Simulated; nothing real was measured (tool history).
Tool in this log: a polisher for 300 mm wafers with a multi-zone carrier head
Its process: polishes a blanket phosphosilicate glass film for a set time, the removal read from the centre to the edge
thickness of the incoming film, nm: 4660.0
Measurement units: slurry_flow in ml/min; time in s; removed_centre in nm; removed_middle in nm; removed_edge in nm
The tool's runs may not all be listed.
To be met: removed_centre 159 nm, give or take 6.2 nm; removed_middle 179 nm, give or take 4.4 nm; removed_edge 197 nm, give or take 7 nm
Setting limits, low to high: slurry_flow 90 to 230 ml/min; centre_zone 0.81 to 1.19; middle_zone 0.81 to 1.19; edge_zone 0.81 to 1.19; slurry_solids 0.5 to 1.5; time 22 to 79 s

run  hour  slurry_flow  centre_zone  middle_zone  edge_zone  slurry_solids  time  removed_centre  removed_middle  removed_edge
  1     0          150            1            1          1              1    50          400.84          403.67        397.99
  2   7.8          140         0.97         0.98          1            0.9    46          329.35          340.67        339.11
  3  15.7          130         0.94         0.95          1           0.85    44          295.25          306.51         314.8
  4  17.7          130         0.99         0.95          1           0.85    44          307.17          307.38         324.1
  5  20.6          125         0.96         0.93          1            0.8    42          275.85           272.6        289.82
  6  28.3          120         0.93         0.93       1.01           0.75    40          242.93          249.18        267.53
  7  36.1          115         0.91         0.93       1.01            0.7    39           222.4          231.94        251.18
  8  44.2           90         0.81         0.91       0.95            0.5    35          124.19          149.83        165.87
  9  48.9          105         0.81         0.91       0.96            0.5    35          133.27          156.65        168.26
 10  56.3          105         0.81         0.91       0.96            0.5    35          130.48          158.16        170.96
 11  64.7          115         0.81          0.9       0.97            0.5    35          136.93           159.6        174.16

Which of these 5 next moves meets every target?
  A  73.1          100         0.81         0.93       1.18           0.85    28               ?               ?             ?
  B  73.1           95         0.86         1.01       1.02           0.55    37               ?               ?             ?
  C  73.1          110         0.82         0.97       0.87            0.5    29               ?               ?             ?
  D  73.1           95         0.88         0.95       1.06            0.8    29               ?               ?             ?
  E  73.1          115         0.81         0.96       0.96            0.5    37               ?               ?             ?

move  removed_centre  removed_middle  removed_edge
   A          153.27          180.16        212.14
   B           161.1          191.36        196.03
   C           117.3          140.58        136.57
   D          164.16             181        199.15
   E          149.65          179.73        183.75
A: the worst result of the last run now meets its target, but another is out of spec
B: takes the result that was furthest off past its target
C: moves away from the targets compared with the last run
D: in spec on every target
E: the worst result of the last run now meets its target, but another is out of spec
Move D is the one to make.

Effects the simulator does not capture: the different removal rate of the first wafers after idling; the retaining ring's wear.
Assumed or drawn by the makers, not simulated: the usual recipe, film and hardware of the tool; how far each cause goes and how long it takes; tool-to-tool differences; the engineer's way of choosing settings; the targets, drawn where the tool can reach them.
